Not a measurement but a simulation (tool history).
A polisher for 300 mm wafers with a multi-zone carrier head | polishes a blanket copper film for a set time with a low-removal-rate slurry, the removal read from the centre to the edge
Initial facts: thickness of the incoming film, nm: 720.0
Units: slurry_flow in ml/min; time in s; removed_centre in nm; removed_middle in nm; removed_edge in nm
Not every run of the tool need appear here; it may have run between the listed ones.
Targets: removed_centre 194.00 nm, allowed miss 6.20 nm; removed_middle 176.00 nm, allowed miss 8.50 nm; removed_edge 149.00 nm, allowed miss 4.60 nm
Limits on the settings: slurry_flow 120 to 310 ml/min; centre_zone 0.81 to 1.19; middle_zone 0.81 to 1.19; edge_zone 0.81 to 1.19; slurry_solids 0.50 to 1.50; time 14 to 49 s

run 1 hour=0.0 | slurry_flow=200 centre_zone=1.00 middle_zone=1.00 edge_zone=1.00 slurry_solids=1.00 time=31 | removed_centre=126.69 removed_middle=120.39 removed_edge=117.93
run 2 hour=8.7 | slurry_flow=160 centre_zone=1.00 middle_zone=1.00 edge_zone=1.00 slurry_solids=1.00 time=31 | removed_centre=121.38 removed_middle=117.64 removed_edge=115.66
run 3 hour=10.2 | slurry_flow=170 centre_zone=1.03 middle_zone=1.03 edge_zone=1.01 slurry_solids=1.10 time=31 | removed_centre=128.40 removed_middle=124.47 removed_edge=121.10
run 4 hour=18.6 | slurry_flow=185 centre_zone=1.06 middle_zone=1.05 edge_zone=0.99 slurry_solids=1.15 time=31 | removed_centre=137.42 removed_middle=128.48 removed_edge=122.77
run 5 hour=24.4 | slurry_flow=185 centre_zone=1.06 middle_zone=1.05 edge_zone=0.99 slurry_solids=1.15 time=37 | removed_centre=161.86 removed_middle=154.62 removed_edge=146.49
run 6 hour=32.2 | slurry_flow=195 centre_zone=1.07 middle_zone=1.06 edge_zone=0.98 slurry_solids=1.15 time=37 | removed_centre=167.87 removed_middle=159.62 removed_edge=143.79
run 7 hour=35.8 | slurry_flow=205 centre_zone=1.08 middle_zone=1.07 edge_zone=0.98 slurry_solids=1.15 time=37 | removed_centre=169.08 removed_middle=165.69 removed_edge=148.22
run 8 hour=39.7 | slurry_flow=215 centre_zone=1.09 middle_zone=1.07 edge_zone=0.97 slurry_solids=1.15 time=37 | removed_centre=174.82 removed_middle=161.58 removed_edge=148.11
run 9 hour=41.3 | slurry_flow=220 centre_zone=1.10 middle_zone=1.08 edge_zone=0.96 slurry_solids=1.15 time=37 | removed_centre=174.26 removed_middle=160.90 removed_edge=146.75
run 10 hour=49.4 | slurry_flow=225 centre_zone=1.11 middle_zone=1.10 edge_zone=0.95 slurry_solids=1.15 time=37 | removed_centre=177.22 removed_middle=168.60 removed_edge=145.16
run 11 hour=58.3 | slurry_flow=225 centre_zone=1.11 middle_zone=1.10 edge_zone=0.95 slurry_solids=1.15 time=37 | removed_centre=175.98 removed_middle=163.33 removed_edge=147.17

Below are 4 possible settings for the next run. Only one of them brings all results inside the allowed miss of their targets. Which is it?
run A hour=67.2 | slurry_flow=225 centre_zone=1.09 middle_zone=1.19 edge_zone=0.83 slurry_solids=1.15 time=40 | removed_centre=? removed_middle=? removed_edge=?
run B hour=67.2 | slurry_flow=230 centre_zone=0.99 middle_zone=1.00 edge_zone=1.13 slurry_solids=1.25 time=35 | removed_centre=? removed_middle=? removed_edge=?
run C hour=67.2 | slurry_flow=205 centre_zone=1.13 middle_zone=1.07 edge_zone=0.86 slurry_solids=1.25 time=39 | removed_centre=? removed_middle=? removed_edge=?
run D hour=67.2 | slurry_flow=195 centre_zone=1.05 middle_zone=0.93 edge_zone=0.96 slurry_solids=1.40 time=36 | removed_centre=? removed_middle=? removed_edge=?

move=A removed_centre=191.80 removed_middle=188.66 removed_edge=148.87
move=B removed_centre=155.56 removed_middle=145.44 removed_edge=154.50
move=C removed_centre=194.51 removed_middle=168.77 removed_edge=149.03
move=D removed_centre=169.49 removed_middle=140.98 removed_edge=147.96
A: brings the result that was furthest off to its target, and leaves another outside
B: misses by more than the last run did
C: all results land within tolerance of their targets
D: misses by more than the last run did
Go with C: it meets all targets.
